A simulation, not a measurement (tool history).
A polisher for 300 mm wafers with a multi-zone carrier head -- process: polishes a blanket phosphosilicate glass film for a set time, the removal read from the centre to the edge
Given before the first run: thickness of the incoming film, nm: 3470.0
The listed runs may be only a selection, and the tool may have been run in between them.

| run | hour | flow of slurry (ml/min) | pressure of the head's centre zone | pressure of the head's middle zone | pressure of the head's edge zone | abrasive content of the slurry | polishing time (s) | film removed at the wafer's centre (angstrom) | film removed at mid-radius (angstrom) | film removed at the wafer's edge (angstrom) |
|---|---|---|---|---|---|---|---|---|---|---|
| 1 | 0.0 | 315 | 1.00 | 1.00 | 1.00 | 1.00 | 55 | 8048.4 | 7716.4 | 7957.8 |
| 2 | 6.6 | 315 | 1.00 | 1.00 | 1.00 | 1.00 | 62 | 8827.2 | 8918.2 | 8859.7 |
| 3 | 7.1 | 315 | 1.01 | 1.00 | 1.02 | 1.05 | 62 | 9670.6 | 9144.5 | 9179.1 |
| 4 | 15.0 | 315 | 0.99 | 1.00 | 1.04 | 1.10 | 63 | 9922.5 | 9544.4 | 9764.0 |
| 5 | 23.7 | 315 | 0.98 | 1.00 | 1.06 | 1.10 | 63 | 9529.4 | 9366.4 | 9481.8 |
| 6 | 27.9 | 315 | 0.98 | 1.00 | 1.06 | 1.10 | 50 | 7599.6 | 7630.8 | 7723.8 |
| 7 | 32.0 | 315 | 0.98 | 1.00 | 1.06 | 1.10 | 50 | 7383.4 | 7713.5 | 7961.5 |
| 8 | 35.6 | 315 | 0.98 | 1.00 | 1.07 | 1.15 | 51 | 7938.2 | 7842.5 | 8174.1 |
| 9 | 40.4 | 315 | 0.97 | 1.00 | 1.08 | 1.20 | 52 | 8209.1 | 8144.5 | 8540.7 |
| 10 | 41.9 | 315 | 0.97 | 1.00 | 1.09 | 1.25 | 53 | 8564.3 | 8270.2 | 9206.3 |
| 11 | 44.0 | 315 | 0.98 | 1.03 | 1.09 | 1.30 | 53 | 8900.8 | 8972.0 | 9140.1 |
| 12 | 47.1 | 315 | 0.98 | 1.03 | 1.10 | 1.35 | 54 | 9167.2 | 9182.9 | 9422.0 |

Estimate the outcome of run 13 from the log above:
| 13 | 50.4 | 315 | 0.98 | 1.03 | 1.11 | 1.40 | 55 | ? | ? | ? |

film removed at the wafer's centre (angstrom): 9448.0
film removed at mid-radius (angstrom): 9680.9
film removed at the wafer's edge (angstrom): 10033.0
